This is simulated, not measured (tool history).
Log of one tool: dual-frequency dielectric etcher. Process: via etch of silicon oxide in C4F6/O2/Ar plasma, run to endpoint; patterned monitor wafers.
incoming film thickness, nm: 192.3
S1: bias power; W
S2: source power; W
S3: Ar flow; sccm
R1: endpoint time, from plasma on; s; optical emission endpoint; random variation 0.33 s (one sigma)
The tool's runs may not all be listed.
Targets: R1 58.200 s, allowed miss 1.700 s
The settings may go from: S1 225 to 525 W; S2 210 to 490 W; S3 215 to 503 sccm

run 1 hour=0.0 | S1=375 S2=350 S3=359 | R1=47.658
run 2 hour=6.3 | S1=375 S2=350 S3=407 | R1=48.311
run 3 hour=8.9 | S1=375 S2=350 S3=354 | R1=47.456
run 4 hour=16.7 | S1=375 S2=400 S3=354 | R1=43.641
run 5 hour=23.8 | S1=341 S2=370 S3=361 | R1=47.586
run 6 hour=32.1 | S1=341 S2=390 S3=361 | R1=46.125
run 7 hour=36.2 | S1=314 S2=360 S3=367 | R1=49.267
run 8 hour=38.7 | S1=295 S2=340 S3=372 | R1=52.814
run 9 hour=39.6 | S1=279 S2=330 S3=373 | R1=54.271
run 10 hour=44.1 | S1=267 S2=320 S3=374 | R1=55.820

Which of these 4 next moves meets every target?
run A hour=48.6 | S1=300 S2=350 S3=351 | R1=?
run B hour=48.6 | S1=273 S2=350 S3=339 | R1=?
run C hour=48.6 | S1=225 S2=370 S3=432 | R1=?
run D hour=48.6 | S1=236 S2=320 S3=399 | R1=?

move=A R1=50.784
move=B R1=51.986
move=C R1=55.134
move=D R1=58.821
A: further off than the last run
B: further off than the last run
C: further off than the last run
D: meets every target
Answer: D
